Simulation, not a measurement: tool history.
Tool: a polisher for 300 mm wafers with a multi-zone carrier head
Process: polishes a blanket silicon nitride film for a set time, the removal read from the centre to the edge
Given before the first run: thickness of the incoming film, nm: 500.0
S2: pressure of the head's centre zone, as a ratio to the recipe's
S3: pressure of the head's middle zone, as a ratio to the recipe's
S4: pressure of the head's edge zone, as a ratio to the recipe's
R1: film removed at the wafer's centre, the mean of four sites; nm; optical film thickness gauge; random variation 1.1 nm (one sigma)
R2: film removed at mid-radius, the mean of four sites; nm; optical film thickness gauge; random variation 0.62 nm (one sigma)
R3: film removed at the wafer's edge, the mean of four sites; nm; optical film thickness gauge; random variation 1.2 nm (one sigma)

Run 1, hour 0: flow of slurry (ml/min) 225, S2 1, S3 1, S4 1, polishing time (s) 78. Result: R1 174.7 nm, R2 176.12 nm, R3 176.34 nm.
Run 2, hour 5.1: flow of slurry (ml/min) 195, S2 1, S3 1, S4 1, polishing time (s) 78. Result: R1 171 nm, R2 172.01 nm, R3 175.68 nm.
Run 3, hour 12.5: flow of slurry (ml/min) 205, S2 0.98, S3 0.99, S4 0.97, polishing time (s) 69. Result: R1 148.59 nm, R2 151.75 nm, R3 151.38 nm.
Run 4, hour 14.4: flow of slurry (ml/min) 205, S2 0.9, S3 0.99, S4 0.97, polishing time (s) 69. Result: R1 137.5 nm, R2 151.65 nm, R3 154.54 nm.
Run 5, hour 17.5: flow of slurry (ml/min) 205, S2 0.9, S3 0.99, S4 0.97, polishing time (s) 78. Result: R1 152.69 nm, R2 171.8 nm, R3 169.9 nm.
Run 6, hour 21.8: flow of slurry (ml/min) 210, S2 0.89, S3 0.98, S4 0.94, polishing time (s) 70. Result: R1 138.22 nm, R2 152.75 nm, R3 151.22 nm.
Run 7, hour 24.3: flow of slurry (ml/min) 210, S2 0.88, S3 0.97, S4 0.91, polishing time (s) 64. Result: R1 126 nm, R2 139.28 nm, R3 136.75 nm.
Run 8, hour 32.9: flow of slurry (ml/min) 195, S2 0.85, S3 0.94, S4 0.81, polishing time (s) 42. Result: R1 76.172 nm, R2 87.199 nm, R3 85.747 nm.

For run 9, what comes out?
Run 9, hour 35.4: flow of slurry (ml/min) 260, S2 0.91, S3 0.99, S4 0.91, polishing time (s) 41. Result: R1 ?, R2 ?, R3 ?.

Logged for run 9: R1 83.796 nm, R2 92.808 nm, R3 90.55 nm.
